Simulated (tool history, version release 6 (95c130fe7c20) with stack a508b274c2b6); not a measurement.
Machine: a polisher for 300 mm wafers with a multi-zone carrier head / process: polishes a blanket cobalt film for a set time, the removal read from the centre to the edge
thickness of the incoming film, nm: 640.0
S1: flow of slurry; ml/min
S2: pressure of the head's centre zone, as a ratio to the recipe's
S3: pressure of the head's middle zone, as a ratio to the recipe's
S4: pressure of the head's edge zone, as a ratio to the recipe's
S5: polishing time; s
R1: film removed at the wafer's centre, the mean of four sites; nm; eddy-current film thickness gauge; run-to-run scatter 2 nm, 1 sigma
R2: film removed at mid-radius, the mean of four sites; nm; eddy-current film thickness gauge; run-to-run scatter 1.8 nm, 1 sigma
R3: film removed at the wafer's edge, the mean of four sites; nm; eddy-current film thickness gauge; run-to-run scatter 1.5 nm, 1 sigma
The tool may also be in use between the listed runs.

run	hour	S1	S2	S3	S4	S5	R1	R2	R3
1	0.0	270	1.00	1.00	1.00	32	230.45	230.91	227.78
2	4.1	315	1.00	1.00	1.00	32	226.18	232.66	230.28
3	9.2	315	1.00	0.94	1.00	32	233.45	218.82	231.06
4	12.1	255	1.00	0.94	1.00	32	227.67	210.79	224.48
5	16.2	245	1.01	0.93	0.96	31	223.56	202.97	213.95
6	21.8	245	1.01	0.93	1.03	31	219.76	203.28	220.67
7	23.9	240	1.02	0.93	0.99	30	220.01	196.50	210.34
8	28.3	235	1.02	0.93	0.95	29	206.59	190.41	200.16
9	32.0	230	1.04	0.93	0.92	28	204.34	178.68	189.77

Expected results for the next run?
10	37.8	225	1.05	0.94	0.89	28	?	?	?

For run 10 the tool returned R1 206.36 nm, R2 184.64 nm, R3 190.33 nm.

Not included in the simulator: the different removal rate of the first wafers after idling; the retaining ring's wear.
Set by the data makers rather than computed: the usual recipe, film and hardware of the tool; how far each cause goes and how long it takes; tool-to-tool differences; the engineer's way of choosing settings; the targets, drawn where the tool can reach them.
